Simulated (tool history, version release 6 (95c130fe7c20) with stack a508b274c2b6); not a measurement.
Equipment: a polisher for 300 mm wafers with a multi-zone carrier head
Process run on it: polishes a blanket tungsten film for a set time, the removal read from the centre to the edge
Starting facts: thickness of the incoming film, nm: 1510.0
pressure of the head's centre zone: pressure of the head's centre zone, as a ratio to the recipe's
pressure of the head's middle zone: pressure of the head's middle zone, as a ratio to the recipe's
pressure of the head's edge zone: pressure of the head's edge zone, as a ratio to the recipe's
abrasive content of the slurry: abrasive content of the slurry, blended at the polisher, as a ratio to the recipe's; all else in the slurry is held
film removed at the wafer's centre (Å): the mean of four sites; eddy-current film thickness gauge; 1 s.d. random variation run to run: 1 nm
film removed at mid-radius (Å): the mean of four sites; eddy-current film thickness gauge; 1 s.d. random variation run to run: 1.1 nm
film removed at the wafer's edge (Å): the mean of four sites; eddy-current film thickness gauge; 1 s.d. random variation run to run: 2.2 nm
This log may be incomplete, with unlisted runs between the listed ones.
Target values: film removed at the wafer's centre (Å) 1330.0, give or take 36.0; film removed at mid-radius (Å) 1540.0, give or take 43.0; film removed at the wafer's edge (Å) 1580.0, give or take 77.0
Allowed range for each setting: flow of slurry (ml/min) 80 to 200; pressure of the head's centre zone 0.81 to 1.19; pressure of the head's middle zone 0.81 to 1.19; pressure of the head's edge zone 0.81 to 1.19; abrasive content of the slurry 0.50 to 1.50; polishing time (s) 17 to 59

run,hour,flow of slurry (ml/min),pressure of the head's centre zone,pressure of the head's middle zone,pressure of the head's edge zone,abrasive content of the slurry,polishing time (s),film removed at the wafer's centre (Å),film removed at mid-radius (Å),film removed at the wafer's edge (Å)
1,0.0,130,1.00,1.00,1.00,1.00,38,2015.4,2037.3,2092.6
2,6.9,125,0.97,0.99,0.97,0.90,38,1861.2,1945.1,1999.5
3,11.2,125,0.97,0.95,0.97,0.90,38,1837.2,1869.7,1999.3
4,15.8,120,0.95,0.95,0.94,0.80,38,1770.0,1792.5,1866.5
5,17.8,90,0.95,0.95,0.94,0.80,38,1577.1,1682.6,1785.3
6,20.9,90,0.93,0.94,0.92,0.75,38,1509.6,1611.6,1724.3
7,26.2,90,0.92,0.94,0.90,0.75,38,1539.7,1621.7,1745.5
8,26.7,90,0.91,0.95,0.90,0.70,38,1463.0,1610.7,1728.0
9,29.3,90,0.91,0.96,0.88,0.65,38,1428.8,1603.5,1633.4
10,29.8,90,0.90,0.96,0.88,0.65,38,1408.0,1586.5,1662.5
11,31.9,90,0.90,0.96,0.87,0.65,38,1428.3,1570.4,1673.7
12,38.9,90,0.90,0.97,0.86,0.65,38,1409.7,1592.0,1616.6
13,45.9,85,0.89,0.97,0.85,0.65,38,1364.9,1564.3,1607.1

Exercise: of the 4 proposed moves below, exactly one satisfies all targets within the stated allowed misses. Which move is it?
A,52.9,80,0.91,0.93,0.91,0.50,44,?,?,?
B,52.9,120,0.84,0.94,0.88,0.55,37,?,?,?
C,52.9,90,0.86,0.88,0.81,0.65,40,?,?,?
D,52.9,90,0.95,0.95,0.84,0.70,37,?,?,?

move,film removed at the wafer's centre (Å),film removed at mid-radius (Å),film removed at the wafer's edge (Å)
A,1463.1,1568.9,1731.4
B,1338.2,1542.2,1598.1
C,1425.7,1537.3,1664.5
D,1491.5,1548.8,1598.0
A: misses by more than the last run did
B: every result within its allowed miss
C: misses by more than the last run did
D: misses by more than the last run did
The move that meets every target is B.
